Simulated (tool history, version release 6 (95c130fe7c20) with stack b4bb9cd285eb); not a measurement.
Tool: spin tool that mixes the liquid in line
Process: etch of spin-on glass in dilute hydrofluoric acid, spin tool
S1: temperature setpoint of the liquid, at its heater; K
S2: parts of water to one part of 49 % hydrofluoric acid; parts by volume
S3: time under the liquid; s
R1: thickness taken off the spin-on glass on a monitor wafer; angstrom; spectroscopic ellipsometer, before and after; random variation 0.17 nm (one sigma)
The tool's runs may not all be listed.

run 1 hour=0 | S1=298.15 S2=230 S3=305 | R1=325.97
run 2 hour=2.2 | S1=296.15 S2=245 S3=305 | R1=284.12
run 3 hour=3.1 | S1=294.65 S2=260 S3=305 | R1=248.85
run 4 hour=11.1 | S1=294.65 S2=260 S3=305 | R1=245
run 5 hour=13.5 | S1=293.15 S2=260 S3=305 | R1=231.75
run 6 hour=18.6 | S1=292.65 S2=265 S3=305 | R1=222.31
run 7 hour=21.3 | S1=292.15 S2=270 S3=305 | R1=215.46
run 8 hour=23.7 | S1=291.65 S2=275 S3=305 | R1=204.89

Forecast run 9:
run 9 hour=27.3 | S1=291.15 S2=275 S3=305 | R1=?

{"run 9": {"R1": 201.97}}
